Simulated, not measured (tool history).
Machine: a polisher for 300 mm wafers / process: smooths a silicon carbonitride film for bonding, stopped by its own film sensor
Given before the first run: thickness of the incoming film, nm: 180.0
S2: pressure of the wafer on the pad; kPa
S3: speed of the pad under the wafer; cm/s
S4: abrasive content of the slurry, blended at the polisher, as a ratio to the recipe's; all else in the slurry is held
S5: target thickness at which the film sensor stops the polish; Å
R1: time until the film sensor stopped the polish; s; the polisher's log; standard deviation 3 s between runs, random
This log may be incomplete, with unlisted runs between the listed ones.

run 1 hour=0 | flow_of_slurry_(ml/min)=205 S2=19.3 S3=88 S4=1 S5=1390 | R1=136.49
run 2 hour=8.2 | flow_of_slurry_(ml/min)=205 S2=19.3 S3=88 S4=1 S5=1370 | R1=143.52
run 3 hour=13.7 | flow_of_slurry_(ml/min)=235 S2=19.3 S3=88 S4=1 S5=1370 | R1=141.53
run 4 hour=19 | flow_of_slurry_(ml/min)=235 S2=19.3 S3=104 S4=1 S5=1370 | R1=122.12
run 5 hour=26 | flow_of_slurry_(ml/min)=235 S2=17.9 S3=100 S4=1 S5=1370 | R1=133.77
run 6 hour=31.4 | flow_of_slurry_(ml/min)=235 S2=17.9 S3=100 S4=1.1 S5=1370 | R1=130.4
run 7 hour=38.2 | flow_of_slurry_(ml/min)=235 S2=17.9 S3=100 S4=1.1 S5=1370 | R1=129

Run 8 comes next. What will it give?
run 8 hour=44.1 | flow_of_slurry_(ml/min)=235 S2=17.2 S3=96 S4=1.1 S5=1370 | R1=?

R1: 139.4 s

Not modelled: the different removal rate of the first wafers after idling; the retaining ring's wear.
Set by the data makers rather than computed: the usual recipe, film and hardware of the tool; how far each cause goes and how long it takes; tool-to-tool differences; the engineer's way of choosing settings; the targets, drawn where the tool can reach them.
